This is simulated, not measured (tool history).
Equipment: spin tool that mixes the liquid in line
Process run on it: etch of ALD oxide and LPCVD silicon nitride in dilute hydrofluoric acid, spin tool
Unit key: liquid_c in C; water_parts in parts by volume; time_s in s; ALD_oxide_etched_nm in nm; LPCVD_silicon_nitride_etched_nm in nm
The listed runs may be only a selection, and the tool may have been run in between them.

run	hour	liquid_c	water_parts	time_s	ALD_oxide_etched_nm	LPCVD_silicon_nitride_etched_nm
1	0.0	22.0	45	55	20.6770	0.60877
2	4.5	22.0	55	55	16.6470	0.54178
3	11.0	20.5	60	55	14.2960	0.40714
4	19.5	20.5	65	55	13.1540	0.38708
5	27.1	20.5	65	30	7.2014	0.18845
6	30.7	20.5	55	30	8.4334	0.23636
7	37.8	21.5	55	30	8.9651	0.26381

For run 8, what comes out?
8	39.6	22.0	55	30	?	?

Run 8 came out at ALD_oxide_etched_nm 9.0947 nm, LPCVD_silicon_nitride_etched_nm 0.28103 nm.
